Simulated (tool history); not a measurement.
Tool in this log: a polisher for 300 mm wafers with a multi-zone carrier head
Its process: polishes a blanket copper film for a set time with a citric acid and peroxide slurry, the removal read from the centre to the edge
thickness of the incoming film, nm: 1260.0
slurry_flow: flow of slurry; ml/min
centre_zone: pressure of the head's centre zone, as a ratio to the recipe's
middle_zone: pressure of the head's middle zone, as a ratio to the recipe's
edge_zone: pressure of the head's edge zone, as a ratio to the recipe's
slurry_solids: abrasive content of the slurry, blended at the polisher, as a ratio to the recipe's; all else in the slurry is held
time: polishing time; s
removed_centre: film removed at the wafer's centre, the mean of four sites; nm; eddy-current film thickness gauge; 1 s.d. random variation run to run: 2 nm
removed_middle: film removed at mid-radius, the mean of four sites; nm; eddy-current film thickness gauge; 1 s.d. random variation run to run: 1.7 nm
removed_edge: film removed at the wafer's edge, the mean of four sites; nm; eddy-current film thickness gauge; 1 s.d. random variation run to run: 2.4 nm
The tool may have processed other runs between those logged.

run 1 hour=0 | slurry_flow=230 centre_zone=1 middle_zone=1 edge_zone=1 slurry_solids=1 time=39 | removed_centre=128.27 removed_middle=130.77 removed_edge=127.23
run 2 hour=5.7 | slurry_flow=230 centre_zone=1 middle_zone=1 edge_zone=1.07 slurry_solids=1 time=39 | removed_centre=129.76 removed_middle=132.17 removed_edge=130.5
run 3 hour=13 | slurry_flow=235 centre_zone=1.01 middle_zone=1 edge_zone=1.08 slurry_solids=1.1 time=40 | removed_centre=137.39 removed_middle=137.23 removed_edge=138.24
run 4 hour=16.3 | slurry_flow=240 centre_zone=1.03 middle_zone=1.01 edge_zone=1.09 slurry_solids=1.15 time=41 | removed_centre=145.5 removed_middle=143.3 removed_edge=144.91
-- hour=24.6 worn pad replaced by a new one
run 5 hour=24.6 | slurry_flow=245 centre_zone=1.05 middle_zone=1.03 edge_zone=1.1 slurry_solids=1.2 time=42 | removed_centre=161.09 removed_middle=161.39 removed_edge=158.78
run 6 hour=29.3 | slurry_flow=255 centre_zone=1.06 middle_zone=1.03 edge_zone=1.11 slurry_solids=1.2 time=42 | removed_centre=166.15 removed_middle=161.01 removed_edge=158.03

Run 7 comes next. What will it give?
run 7 hour=38.2 | slurry_flow=260 centre_zone=1.07 middle_zone=1.03 edge_zone=1.12 slurry_solids=1.25 time=42 | removed_centre=? removed_middle=? removed_edge=?

{"run 7": {"removed_centre": 168.41, "removed_middle": 162.33, "removed_edge": 161}}
